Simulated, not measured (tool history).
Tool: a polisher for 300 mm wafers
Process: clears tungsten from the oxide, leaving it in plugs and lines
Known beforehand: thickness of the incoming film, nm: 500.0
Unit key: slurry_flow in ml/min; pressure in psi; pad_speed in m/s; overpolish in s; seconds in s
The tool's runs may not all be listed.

run 1 hour=0 | slurry_flow=140 pressure=3.6 pad_speed=0.96 slurry_solids=1 overpolish=27 | seconds=147.96
run 2 hour=3.8 | slurry_flow=135 pressure=3.5 pad_speed=0.96 slurry_solids=1 overpolish=27 | seconds=151.96
run 3 hour=5.7 | slurry_flow=135 pressure=3.5 pad_speed=0.96 slurry_solids=1 overpolish=27 | seconds=150.49
run 4 hour=12.2 | slurry_flow=160 pressure=3.5 pad_speed=0.96 slurry_solids=1 overpolish=27 | seconds=148.1
run 5 hour=17.8 | slurry_flow=160 pressure=3.5 pad_speed=1.12 slurry_solids=1 overpolish=27 | seconds=130.3
run 6 hour=23.6 | slurry_flow=160 pressure=2.8 pad_speed=1.12 slurry_solids=1 overpolish=27 | seconds=159.09
run 7 hour=32.6 | slurry_flow=160 pressure=2.7 pad_speed=1.12 slurry_solids=1 overpolish=27 | seconds=162.97
run 8 hour=41.2 | slurry_flow=125 pressure=2.3 pad_speed=1.12 slurry_solids=1 overpolish=27 | seconds=192.21

What does the tool deliver on the next run?
run 9 hour=46.2 | slurry_flow=130 pressure=2.3 pad_speed=1.12 slurry_solids=1 overpolish=27 | seconds=?

{"run 9": {"seconds": 194.55}}

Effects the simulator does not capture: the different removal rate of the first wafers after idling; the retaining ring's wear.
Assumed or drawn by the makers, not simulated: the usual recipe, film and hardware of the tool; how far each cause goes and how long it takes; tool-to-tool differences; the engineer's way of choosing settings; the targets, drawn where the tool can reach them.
